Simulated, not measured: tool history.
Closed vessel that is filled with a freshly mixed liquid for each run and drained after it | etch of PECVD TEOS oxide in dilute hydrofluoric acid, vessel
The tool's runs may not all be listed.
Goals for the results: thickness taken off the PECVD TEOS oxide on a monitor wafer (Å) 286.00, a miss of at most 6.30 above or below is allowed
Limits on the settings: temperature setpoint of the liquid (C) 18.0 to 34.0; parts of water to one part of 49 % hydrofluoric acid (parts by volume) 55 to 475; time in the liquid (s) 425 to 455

run  hour  temperature setpoint of the liquid (C)  parts of water to one part of 49 % hydrofluoric acid (parts by volume)  time in the liquid (s)  thickness taken off the PECVD TEOS oxide on a monitor wafer (Å)
  1   0.0                                    26.0                                                                     265                     425                                                           408.68
  2   2.2                                    24.0                                                                     270                     425                                                           372.04
  3   7.7                                    22.5                                                                     275                     425                                                           348.10
  4  11.0                                    21.5                                                                     280                     425                                                           329.31
  5  12.5                                    21.5                                                                     210                     425                                                           462.23
  6  20.5                                    20.5                                                                     230                     425                                                           404.38
  7  23.5                                    20.0                                                                     245                     425                                                           363.11
  8  26.2                                    19.5                                                                     255                     425                                                           339.77
  9  33.2                                    19.0                                                                     260                     425                                                           327.29
 10  40.2                                    18.5                                                                     265                     425                                                           312.48
 11  41.2                                    18.5                                                                     270                     425                                                           304.79
 12  42.1                                    18.0                                                                     275                     425                                                           292.18

5 candidate next runs follow, results not yet known. Just one meets every target within its allowed miss. Identify it.
  A  43.0                                    18.0                                                                     280                     455                                                                ?
  B  43.0                                    18.0                                                                     270                     425                                                                ?
  C  43.0                                    19.0                                                                     285                     440                                                                ?
  D  43.0                                    18.5                                                                     275                     430                                                                ?
  E  43.0                                    18.0                                                                     295                     450                                                                ?

move  thickness taken off the PECVD TEOS oxide on a monitor wafer (Å)
   A                                                           306.42
   B                                                           299.42
   C                                                           300.93
   D                                                           301.78
   E                                                           283.94
A: lands further from the targets than the last run did
B: lands further from the targets than the last run did
C: lands further from the targets than the last run did
D: lands further from the targets than the last run did
E: every result within its allowed miss
Answer: E

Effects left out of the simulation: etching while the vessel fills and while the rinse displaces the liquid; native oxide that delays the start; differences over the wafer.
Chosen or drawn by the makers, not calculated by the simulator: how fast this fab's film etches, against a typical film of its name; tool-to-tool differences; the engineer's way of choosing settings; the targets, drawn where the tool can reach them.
